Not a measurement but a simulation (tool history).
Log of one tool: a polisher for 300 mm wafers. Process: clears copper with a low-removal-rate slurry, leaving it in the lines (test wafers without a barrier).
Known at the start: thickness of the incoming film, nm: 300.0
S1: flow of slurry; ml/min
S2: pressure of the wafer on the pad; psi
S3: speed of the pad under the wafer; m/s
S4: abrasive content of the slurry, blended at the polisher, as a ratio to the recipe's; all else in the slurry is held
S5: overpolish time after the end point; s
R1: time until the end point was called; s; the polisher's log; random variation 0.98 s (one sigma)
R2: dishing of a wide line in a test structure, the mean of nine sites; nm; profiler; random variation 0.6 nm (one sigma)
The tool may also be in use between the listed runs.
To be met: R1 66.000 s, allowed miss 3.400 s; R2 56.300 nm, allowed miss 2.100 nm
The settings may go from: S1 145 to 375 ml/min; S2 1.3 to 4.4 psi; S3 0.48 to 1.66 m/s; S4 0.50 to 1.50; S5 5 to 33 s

run	hour	S1	S2	S3	S4	S5	R1	R2
1	0.0	240	2.8	1.06	1.00	17	111.690	28.712
2	5.7	240	2.3	1.06	1.00	17	131.030	24.931
3	14.3	240	2.6	1.08	1.00	18	117.450	28.684
4	21.8	240	2.8	1.08	1.00	19	105.350	31.934
5	22.7	240	3.0	1.08	1.00	20	102.720	34.784
6	30.9	280	3.0	1.08	1.00	20	99.160	35.320
7	35.0	265	3.8	1.10	1.00	23	77.755	48.035
8	40.5	265	3.9	1.10	1.00	23	77.211	48.389
9	47.4	265	3.9	1.10	1.00	23	75.778	48.771
10	48.8	270	4.3	1.10	1.00	24	69.185	52.538

Which of these 4 next moves meets every target?
A	50.2	325	4.3	1.14	1.05	24	?	?
B	50.2	200	4.3	1.12	0.95	20	?	?
C	50.2	145	4.0	1.14	1.30	22	?	?
D	50.2	230	4.3	1.26	0.95	26	?	?

move	R1	R2
A	64.047	56.597
B	70.636	47.281
C	73.276	48.913
D	61.768	60.536
A: meets every target
B: further off than the last run
C: further off than the last run
D: takes the result that was furthest off past its target
Answer: A
